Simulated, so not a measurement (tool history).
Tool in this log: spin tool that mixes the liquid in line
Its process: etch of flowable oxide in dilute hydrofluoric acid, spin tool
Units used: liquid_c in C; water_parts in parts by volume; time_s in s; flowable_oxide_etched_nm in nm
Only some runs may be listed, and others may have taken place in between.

| run | hour | liquid_c | water_parts | time_s | flowable_oxide_etched_nm |
|---|---|---|---|---|---|
| 1 | 0.0 | 23.0 | 220 | 315 | 32.171 |
| 2 | 6.6 | 23.0 | 300 | 315 | 21.940 |
| 3 | 9.2 | 23.0 | 300 | 315 | 21.835 |
| 4 | 11.6 | 23.0 | 300 | 335 | 23.189 |
| 5 | 17.5 | 24.0 | 275 | 335 | 27.016 |
| 6 | 23.5 | 25.0 | 250 | 335 | 31.473 |
| 7 | 27.6 | 26.0 | 230 | 335 | 36.306 |
| 8 | 33.4 | 26.5 | 215 | 335 | 40.009 |
|  | 35.1 | hydrofluoric acid flow meter replaced |
| 9 | 35.1 | 27.0 | 205 | 335 | 40.321 |
| 10 | 36.4 | 27.5 | 190 | 335 | 45.105 |
| 11 | 38.8 | 28.0 | 180 | 335 | 48.779 |
| 12 | 39.6 | 31.0 | 140 | 335 | 73.790 |
| 13 | 41.7 | 30.5 | 140 | 335 | 72.270 |
| 14 | 45.9 | 30.0 | 140 | 335 | 71.340 |
| 15 | 51.7 | 30.0 | 140 | 335 | 71.147 |

Forecast run 16:
| 16 | 55.1 | 29.5 | 140 | 335 | ? |

{"run 16": {"flowable_oxide_etched_nm": 69.954}}

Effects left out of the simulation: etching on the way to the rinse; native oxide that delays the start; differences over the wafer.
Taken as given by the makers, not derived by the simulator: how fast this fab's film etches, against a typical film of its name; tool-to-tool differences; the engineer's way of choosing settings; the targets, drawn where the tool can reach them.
